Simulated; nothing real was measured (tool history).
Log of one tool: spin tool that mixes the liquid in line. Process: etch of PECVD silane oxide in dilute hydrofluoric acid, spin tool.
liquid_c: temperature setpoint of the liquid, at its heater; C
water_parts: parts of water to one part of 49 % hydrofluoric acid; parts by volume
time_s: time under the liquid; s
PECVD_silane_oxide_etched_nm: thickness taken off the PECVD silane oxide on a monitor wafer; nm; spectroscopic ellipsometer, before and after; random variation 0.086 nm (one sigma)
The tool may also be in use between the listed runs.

run	hour	liquid_c	water_parts	time_s	PECVD_silane_oxide_etched_nm
1	0	24	270	115	16.725
2	0.6	24	195	115	25.029
3	8	24	260	115	17.428
4	14.7	24	260	115	17.561
5	21.2	24	350	115	11.737
6	28.6	26	350	115	12.709
7	29.9	25	350	115	12.275
8	32.3	24.5	350	115	12.092
9	37.3	24	350	115	11.878
10	42.2	23.5	350	115	11.758
11	43.5	23	355	115	11.267
12	51.4	22.5	355	115	11.223

Run 13 comes next. What will it give?
13	56.1	22	360	115	?

PECVD_silane_oxide_etched_nm: 10.925 nm
